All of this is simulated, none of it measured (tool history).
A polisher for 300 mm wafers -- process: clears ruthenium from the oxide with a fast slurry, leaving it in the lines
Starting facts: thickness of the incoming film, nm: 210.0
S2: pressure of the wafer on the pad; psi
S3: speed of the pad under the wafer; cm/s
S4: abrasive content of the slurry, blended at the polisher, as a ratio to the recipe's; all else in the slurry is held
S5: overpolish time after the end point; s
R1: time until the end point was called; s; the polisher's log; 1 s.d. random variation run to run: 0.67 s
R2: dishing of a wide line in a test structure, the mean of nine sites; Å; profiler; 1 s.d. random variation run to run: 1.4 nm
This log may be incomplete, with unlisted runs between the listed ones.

{"run": 1, "hour": 0.0, "flow of slurry (ml/min)": 275, "S2": 1.9, "S3": 98, "S4": 1.0, "S5": 18, "R1": 77.364, "R2": 411.48}
{"run": 2, "hour": 3.4, "flow of slurry (ml/min)": 275, "S2": 2.1, "S3": 98, "S4": 1.0, "S5": 20, "R1": 71.194, "R2": 475.07}
{"run": 3, "hour": 9.4, "flow of slurry (ml/min)": 275, "S2": 2.3, "S3": 98, "S4": 1.0, "S5": 21, "R1": 66.576, "R2": 542.86}
{"run": 4, "hour": 15.5, "flow of slurry (ml/min)": 275, "S2": 2.5, "S3": 98, "S4": 1.0, "S5": 21, "R1": 61.026, "R2": 567.29}
{"run": 5, "hour": 24.1, "flow of slurry (ml/min)": 335, "S2": 2.5, "S3": 98, "S4": 1.0, "S5": 21, "R1": 58.409, "R2": 568.63}
{"run": 6, "hour": 26.8, "flow of slurry (ml/min)": 275, "S2": 2.5, "S3": 98, "S4": 1.0, "S5": 21, "R1": 61.204, "R2": 561.58}
{"run": 7, "hour": 32.9, "flow of slurry (ml/min)": 280, "S2": 2.6, "S3": 98, "S4": 1.0, "S5": 22, "R1": 58.817, "R2": 615.58}
{"run": 8, "hour": 37.0, "flow of slurry (ml/min)": 285, "S2": 2.7, "S3": 98, "S4": 1.0, "S5": 23, "R1": 56.619, "R2": 635.86}

Run 9 is up next; what results do you expect?
{"run": 9, "hour": 38.1, "flow of slurry (ml/min)": 290, "S2": 2.7, "S3": 98, "S4": 1.0, "S5": 24, "R1": "?", "R2": "?"}

{"run 9": {"R1": 55.311, "R2": 646.21}}

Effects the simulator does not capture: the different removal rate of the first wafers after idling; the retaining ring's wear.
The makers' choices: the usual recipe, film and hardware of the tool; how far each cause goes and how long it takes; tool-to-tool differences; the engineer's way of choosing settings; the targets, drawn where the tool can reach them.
